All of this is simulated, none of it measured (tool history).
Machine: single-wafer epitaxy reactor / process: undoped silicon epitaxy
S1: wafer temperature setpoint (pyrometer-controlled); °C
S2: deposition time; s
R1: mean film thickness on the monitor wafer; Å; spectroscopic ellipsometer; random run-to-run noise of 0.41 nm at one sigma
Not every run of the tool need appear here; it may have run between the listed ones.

| run | hour | S1 | S2 | R1 |
|---|---|---|---|---|
| 1 | 0.0 | 670 | 243 | 674.13 |
| 2 | 9.0 | 663 | 243 | 564.06 |
| 3 | 10.2 | 667 | 243 | 626.40 |
| 4 | 12.9 | 670 | 243 | 676.07 |
| 5 | 17.6 | 672 | 243 | 705.03 |
| 6 | 25.2 | 672 | 224 | 646.39 |
| 7 | 34.2 | 675 | 224 | 700.90 |
| 8 | 40.7 | 677 | 224 | 733.99 |
| 9 | 45.3 | 679 | 224 | 768.32 |
| 10 | 46.2 | 680 | 224 | 786.20 |
| 11 | 51.2 | 681 | 224 | 803.83 |
| 12 | 54.9 | 682 | 224 | 828.99 |

Expected results for the next run?
| 13 | 58.0 | 683 | 224 | ? |

For run 13 the tool returned R1 843.68 Å.

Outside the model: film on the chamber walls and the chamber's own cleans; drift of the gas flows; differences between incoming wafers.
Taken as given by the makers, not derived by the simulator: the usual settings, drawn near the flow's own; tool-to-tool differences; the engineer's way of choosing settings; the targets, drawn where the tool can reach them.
